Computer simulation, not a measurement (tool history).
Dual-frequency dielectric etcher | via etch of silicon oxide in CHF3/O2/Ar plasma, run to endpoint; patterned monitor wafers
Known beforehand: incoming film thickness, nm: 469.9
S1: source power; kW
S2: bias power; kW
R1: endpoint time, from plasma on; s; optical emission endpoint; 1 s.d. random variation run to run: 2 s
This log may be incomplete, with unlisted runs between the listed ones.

run 1 hour=0 | S1=0.77 S2=0.132 | R1=238.85
run 2 hour=5.2 | S1=0.71 S2=0.126 | R1=257
run 3 hour=12.7 | S1=0.68 S2=0.125 | R1=257.95
run 4 hour=15.3 | S1=0.64 S2=0.123 | R1=270.2
run 5 hour=23.7 | S1=0.52 S2=0.123 | R1=298.23
run 6 hour=25.2 | S1=0.52 S2=0.102 | R1=323.2
run 7 hour=32.5 | S1=0.55 S2=0.103 | R1=314.57
run 8 hour=34.2 | S1=0.57 S2=0.103 | R1=307.68
run 9 hour=35.8 | S1=0.57 S2=0.103 | R1=308.18

Run 10 has not been measured yet. What should we expect?
run 10 hour=38.4 | S1=0.58 S2=0.103 | R1=?

Run 10 came out at R1 305.22 s.
